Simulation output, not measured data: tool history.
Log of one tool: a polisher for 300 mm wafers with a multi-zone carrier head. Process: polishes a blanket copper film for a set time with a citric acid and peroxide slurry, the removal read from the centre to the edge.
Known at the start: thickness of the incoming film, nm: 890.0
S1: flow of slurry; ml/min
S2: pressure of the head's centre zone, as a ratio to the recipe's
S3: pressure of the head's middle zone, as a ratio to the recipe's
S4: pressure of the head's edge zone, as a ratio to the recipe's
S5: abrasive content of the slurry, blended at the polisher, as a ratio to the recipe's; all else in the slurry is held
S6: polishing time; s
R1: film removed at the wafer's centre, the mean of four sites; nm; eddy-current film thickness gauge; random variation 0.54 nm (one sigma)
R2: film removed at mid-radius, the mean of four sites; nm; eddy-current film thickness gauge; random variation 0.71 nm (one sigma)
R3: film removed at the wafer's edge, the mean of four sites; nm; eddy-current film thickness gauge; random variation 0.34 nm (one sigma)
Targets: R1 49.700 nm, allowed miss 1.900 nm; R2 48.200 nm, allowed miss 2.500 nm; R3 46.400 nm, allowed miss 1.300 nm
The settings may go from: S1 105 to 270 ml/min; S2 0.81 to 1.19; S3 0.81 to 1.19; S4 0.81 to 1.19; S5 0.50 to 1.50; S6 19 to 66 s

| run | hour | S1 | S2 | S3 | S4 | S5 | S6 | R1 | R2 | R3 |
|---|---|---|---|---|---|---|---|---|---|---|
| 1 | 0.0 | 175 | 1.00 | 1.00 | 1.00 | 1.00 | 42 | 77.906 | 79.501 | 80.941 |
| 2 | 7.4 | 175 | 1.01 | 1.00 | 0.97 | 0.90 | 38 | 69.035 | 70.110 | 70.672 |
| 3 | 14.8 | 175 | 1.01 | 1.00 | 1.01 | 0.90 | 38 | 69.032 | 70.868 | 72.594 |
| 4 | 19.1 | 175 | 1.01 | 1.00 | 1.01 | 0.90 | 49 | 89.527 | 92.611 | 93.183 |
| 5 | 25.6 | 175 | 1.01 | 1.00 | 1.01 | 1.10 | 49 | 90.492 | 97.556 | 96.136 |
| 6 | 30.3 | 170 | 1.01 | 1.01 | 0.97 | 1.00 | 43 | 79.091 | 84.486 | 81.852 |
| 7 | 37.4 | 170 | 1.02 | 1.01 | 0.95 | 0.90 | 39 | 70.690 | 74.622 | 71.805 |
|  | 43.4 | slurry nozzle cleaned |
| 8 | 43.4 | 170 | 1.03 | 1.00 | 0.93 | 0.80 | 36 | 68.607 | 68.927 | 66.177 |
| 9 | 50.4 | 170 | 1.02 | 0.99 | 0.91 | 0.75 | 33 | 62.591 | 63.260 | 59.716 |

Which of these 5 next moves meets every target?
| A | 57.4 | 175 | 1.11 | 1.19 | 0.81 | 0.90 | 36 | ? | ? | ? |
| B | 57.4 | 195 | 1.03 | 0.94 | 0.86 | 0.50 | 28 | ? | ? | ? |
| C | 57.4 | 140 | 0.81 | 0.98 | 1.11 | 0.85 | 47 | ? | ? | ? |
| D | 57.4 | 155 | 0.95 | 0.93 | 1.06 | 0.85 | 26 | ? | ? | ? |
| E | 57.4 | 180 | 1.19 | 0.91 | 0.81 | 0.75 | 40 | ? | ? | ? |

| move | R1 | R2 | R3 |
|---|---|---|---|
| A | 74.255 | 82.603 | 64.022 |
| B | 50.137 | 48.183 | 46.814 |
| C | 73.658 | 87.176 | 93.649 |
| D | 46.347 | 46.962 | 51.304 |
| E | 84.224 | 70.963 | 69.256 |
A: further off than the last run
B: meets every target
C: further off than the last run
D: nearer than the last run, and not there yet
E: further off than the last run
The right move is B.
